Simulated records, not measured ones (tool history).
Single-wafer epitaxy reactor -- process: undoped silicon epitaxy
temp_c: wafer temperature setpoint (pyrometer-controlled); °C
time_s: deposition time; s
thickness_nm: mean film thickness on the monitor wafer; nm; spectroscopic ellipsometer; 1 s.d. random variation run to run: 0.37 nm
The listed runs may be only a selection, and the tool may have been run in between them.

{"run": 1, "hour": 0.0, "temp_c": 670, "time_s": 515, "thickness_nm": 153.59}
{"run": 2, "hour": 7.0, "temp_c": 680, "time_s": 515, "thickness_nm": 194.3}
{"run": 3, "hour": 10.9, "temp_c": 676, "time_s": 514, "thickness_nm": 177.83}
{"run": 4, "hour": 14.5, "temp_c": 676, "time_s": 561, "thickness_nm": 193.3}
{"run": 5, "hour": 18.3, "temp_c": 676, "time_s": 601, "thickness_nm": 207.95}
{"run": 6, "hour": 23.8, "temp_c": 667, "time_s": 601, "thickness_nm": 167.44}
{"run": 7, "hour": 27.2, "temp_c": 664, "time_s": 601, "thickness_nm": 156.49}

Expected results for the next run?
{"run": 8, "hour": 28.0, "temp_c": 662, "time_s": 601, "thickness_nm": "?"}

{"run 8": {"thickness_nm": 149.27}}
